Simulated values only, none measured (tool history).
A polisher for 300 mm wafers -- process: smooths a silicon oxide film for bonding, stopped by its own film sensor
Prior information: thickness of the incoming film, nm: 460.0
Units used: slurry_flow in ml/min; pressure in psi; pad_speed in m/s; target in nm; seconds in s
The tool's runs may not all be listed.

{"run": 1, "day": 0.0, "slurry_flow": 225, "pressure": 2.4, "pad_speed": 1.04, "slurry_solids": 1.0, "target": 380, "seconds": 92.498}
{"run": 2, "day": 0.192, "slurry_flow": 225, "pressure": 2.5, "pad_speed": 1.04, "slurry_solids": 1.0, "target": 380, "seconds": 89.101}
{"run": 3, "day": 0.246, "slurry_flow": 225, "pressure": 2.5, "pad_speed": 1.04, "slurry_solids": 0.8, "target": 380, "seconds": 98.106}
{"run": 4, "day": 0.3, "slurry_flow": 225, "pressure": 2.6, "pad_speed": 1.04, "slurry_solids": 0.8, "target": 380, "seconds": 96.055}
{"run": 5, "day": 0.446, "slurry_flow": 225, "pressure": 2.7, "pad_speed": 1.04, "slurry_solids": 0.8, "target": 380, "seconds": 91.999}
{"run": 6, "day": 0.588, "slurry_flow": 225, "pressure": 2.8, "pad_speed": 1.04, "slurry_solids": 0.8, "target": 380, "seconds": 88.854}
{"run": 7, "day": 0.838, "slurry_flow": 225, "pressure": 2.9, "pad_speed": 1.04, "slurry_solids": 0.8, "target": 380, "seconds": 85.162}

What will run 8 give?
{"run": 8, "day": 1.162, "slurry_flow": 225, "pressure": 3.0, "pad_speed": 1.04, "slurry_solids": 0.8, "target": 380, "seconds": "?"}

{"run 8": {"seconds": 82.43}}
